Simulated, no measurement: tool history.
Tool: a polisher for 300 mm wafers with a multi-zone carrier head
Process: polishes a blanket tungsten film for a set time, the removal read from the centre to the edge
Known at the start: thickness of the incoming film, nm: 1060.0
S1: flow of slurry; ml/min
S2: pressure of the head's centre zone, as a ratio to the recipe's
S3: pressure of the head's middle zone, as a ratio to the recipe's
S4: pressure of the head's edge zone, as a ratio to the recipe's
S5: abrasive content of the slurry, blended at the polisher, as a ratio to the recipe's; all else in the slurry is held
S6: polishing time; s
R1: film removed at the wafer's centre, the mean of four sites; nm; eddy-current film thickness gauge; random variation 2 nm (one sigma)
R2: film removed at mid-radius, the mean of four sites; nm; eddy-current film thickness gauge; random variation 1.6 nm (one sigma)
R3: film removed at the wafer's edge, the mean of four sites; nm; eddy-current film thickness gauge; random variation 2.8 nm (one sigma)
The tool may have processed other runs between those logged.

{"run": 1, "hour": 0.0, "S1": 290, "S2": 1.0, "S3": 1.0, "S4": 1.0, "S5": 1.0, "S6": 85, "R1": 375.84, "R2": 346.02, "R3": 332.25}
{"run": 2, "hour": 7.3, "S1": 270, "S2": 0.94, "S3": 1.0, "S4": 1.03, "S5": 0.85, "S6": 73, "R1": 290.33, "R2": 287.44, "R3": 275.58}
{"run": 3, "hour": 13.7, "S1": 255, "S2": 0.9, "S3": 1.0, "S4": 1.07, "S5": 0.75, "S6": 66, "R1": 243.72, "R2": 249.94, "R3": 257.67}
{"run": 4, "hour": 17.5, "S1": 255, "S2": 0.9, "S3": 1.0, "S4": 1.03, "S5": 0.75, "S6": 66, "R1": 237.31, "R2": 246.68, "R3": 243.68}
{"run": 5, "hour": 18.4, "S1": 255, "S2": 0.9, "S3": 1.0, "S4": 1.09, "S5": 0.75, "S6": 66, "R1": 237.29, "R2": 249.43, "R3": 252.25}
{"run": 6, "hour": 26.0, "S1": 255, "S2": 0.9, "S3": 1.0, "S4": 1.09, "S5": 0.55, "S6": 66, "R1": 225.07, "R2": 231.53, "R3": 243.96}
{"run": 7, "hour": 34.1, "S1": 245, "S2": 0.87, "S3": 1.0, "S4": 1.06, "S5": 0.55, "S6": 63, "R1": 208.24, "R2": 224.51, "R3": 228.02}
{"run": 8, "hour": 42.1, "S1": 215, "S2": 0.81, "S3": 0.98, "S4": 1.04, "S5": 0.5, "S6": 54, "R1": 162.42, "R2": 186.9, "R3": 189.86}
{"run": 9, "hour": 45.3, "S1": 235, "S2": 0.82, "S3": 0.99, "S4": 1.05, "S5": 0.5, "S6": 54, "R1": 166.84, "R2": 189.75, "R3": 191.2}
{"run": 10, "hour": 54.0, "S1": 240, "S2": 0.83, "S3": 1.0, "S4": 1.07, "S5": 0.5, "S6": 54, "R1": 167.7, "R2": 189.26, "R3": 190.33}

Run 11, settings as shown, results not yet in. Your forecast:
{"run": 11, "hour": 56.2, "S1": 230, "S2": 0.83, "S3": 1.01, "S4": 1.08, "S5": 0.55, "S6": 54, "R1": "?", "R2": "?", "R3": "?"}

{"run 11": {"R1": 171.48, "R2": 195.53, "R3": 195.47}}
